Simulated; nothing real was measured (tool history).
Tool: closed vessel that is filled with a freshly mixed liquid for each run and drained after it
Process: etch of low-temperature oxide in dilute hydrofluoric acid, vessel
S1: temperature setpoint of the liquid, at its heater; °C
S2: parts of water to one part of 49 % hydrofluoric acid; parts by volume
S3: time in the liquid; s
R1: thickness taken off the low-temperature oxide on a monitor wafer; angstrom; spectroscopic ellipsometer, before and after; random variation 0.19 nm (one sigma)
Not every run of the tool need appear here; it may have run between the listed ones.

run,hour,S1,S2,S3,R1
1,0.0,25.0,110,45,127.70
2,8.9,25.0,90,45,157.59
3,17.2,25.0,75,45,193.50
4,21.2,26.0,75,45,200.59
5,26.7,27.0,75,45,209.67
6,29.5,24.5,75,45,188.16
7,36.1,26.0,75,45,200.50
8,41.1,27.0,75,45,207.59

The next listed run, before its measurement:
9,48.8,27.5,75,45,?

R1: 213.46 angstrom
